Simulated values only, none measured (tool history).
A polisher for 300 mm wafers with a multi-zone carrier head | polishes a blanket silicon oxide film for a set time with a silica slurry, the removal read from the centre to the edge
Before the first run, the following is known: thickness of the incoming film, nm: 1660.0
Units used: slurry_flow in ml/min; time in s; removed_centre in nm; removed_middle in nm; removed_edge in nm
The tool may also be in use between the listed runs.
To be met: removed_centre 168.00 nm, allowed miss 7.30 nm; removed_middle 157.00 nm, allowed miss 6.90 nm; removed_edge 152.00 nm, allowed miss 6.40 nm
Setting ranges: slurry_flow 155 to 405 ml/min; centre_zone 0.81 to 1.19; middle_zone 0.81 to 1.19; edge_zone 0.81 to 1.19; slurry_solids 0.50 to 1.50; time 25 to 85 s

run 1 hour=0.0 | slurry_flow=260 centre_zone=1.00 middle_zone=1.00 edge_zone=1.00 slurry_solids=1.00 time=55 | removed_centre=249.88 removed_middle=245.51 removed_edge=246.76
run 2 hour=2.6 | slurry_flow=260 centre_zone=1.01 middle_zone=0.99 edge_zone=0.97 slurry_solids=0.90 time=53 | removed_centre=223.06 removed_middle=219.75 removed_edge=218.90
run 3 hour=5.8 | slurry_flow=260 centre_zone=1.03 middle_zone=0.98 edge_zone=0.94 slurry_solids=0.80 time=52 | removed_centre=208.47 removed_middle=197.72 removed_edge=203.84
run 4 hour=11.0 | slurry_flow=260 centre_zone=1.03 middle_zone=0.98 edge_zone=0.94 slurry_solids=0.75 time=52 | removed_centre=200.20 removed_middle=191.16 removed_edge=193.78
run 5 hour=17.2 | slurry_flow=260 centre_zone=1.04 middle_zone=0.99 edge_zone=0.92 slurry_solids=0.70 time=51 | removed_centre=190.09 removed_middle=179.62 removed_edge=178.38
run 6 hour=25.4 | slurry_flow=255 centre_zone=1.04 middle_zone=0.99 edge_zone=0.90 slurry_solids=0.65 time=51 | removed_centre=175.51 removed_middle=169.52 removed_edge=168.10
run 7 hour=25.9 | slurry_flow=245 centre_zone=1.05 middle_zone=0.99 edge_zone=0.88 slurry_solids=0.65 time=51 | removed_centre=181.70 removed_middle=167.02 removed_edge=164.20
run 8 hour=32.5 | slurry_flow=235 centre_zone=1.04 middle_zone=0.99 edge_zone=0.87 slurry_solids=0.65 time=51 | removed_centre=176.99 removed_middle=167.96 removed_edge=166.05
run 9 hour=39.3 | slurry_flow=250 centre_zone=1.06 middle_zone=1.00 edge_zone=0.85 slurry_solids=0.50 time=50 | removed_centre=144.68 removed_middle=135.47 removed_edge=129.31
run 10 hour=42.1 | slurry_flow=250 centre_zone=1.07 middle_zone=1.01 edge_zone=0.88 slurry_solids=0.50 time=50 | removed_centre=145.25 removed_middle=136.97 removed_edge=128.34
run 11 hour=49.2 | slurry_flow=250 centre_zone=1.07 middle_zone=1.01 edge_zone=0.88 slurry_solids=0.55 time=50 | removed_centre=160.18 removed_middle=151.01 removed_edge=138.80
run 12 hour=52.6 | slurry_flow=260 centre_zone=1.07 middle_zone=1.00 edge_zone=0.98 slurry_solids=0.60 time=50 | removed_centre=169.66 removed_middle=160.13 removed_edge=160.64

5 next moves are on the table. One of them brings every result within its allowed miss. Which?
run A hour=56.0 | slurry_flow=215 centre_zone=1.04 middle_zone=1.01 edge_zone=1.01 slurry_solids=0.70 time=49 | removed_centre=? removed_middle=? removed_edge=?
run B hour=56.0 | slurry_flow=235 centre_zone=0.95 middle_zone=0.95 edge_zone=0.96 slurry_solids=0.70 time=50 | removed_centre=? removed_middle=? removed_edge=?
run C hour=56.0 | slurry_flow=240 centre_zone=1.09 middle_zone=1.01 edge_zone=0.90 slurry_solids=0.60 time=49 | removed_centre=? removed_middle=? removed_edge=?
run D hour=56.0 | slurry_flow=380 centre_zone=0.95 middle_zone=0.88 edge_zone=1.12 slurry_solids=0.55 time=51 | removed_centre=? removed_middle=? removed_edge=?
run E hour=56.0 | slurry_flow=295 centre_zone=0.89 middle_zone=1.03 edge_zone=0.95 slurry_solids=0.55 time=55 | removed_centre=? removed_middle=? removed_edge=?

move=A removed_centre=180.04 removed_middle=172.97 removed_edge=171.86
move=B removed_centre=171.91 removed_middle=169.90 removed_edge=173.30
move=C removed_centre=170.85 removed_middle=157.08 removed_edge=147.93
move=D removed_centre=154.63 removed_middle=142.64 removed_edge=164.39
move=E removed_centre=153.62 removed_middle=171.56 removed_edge=161.43
A: further off than the last run
B: further off than the last run
C: all results in spec
D: further off than the last run
E: further off than the last run
The right move is C.
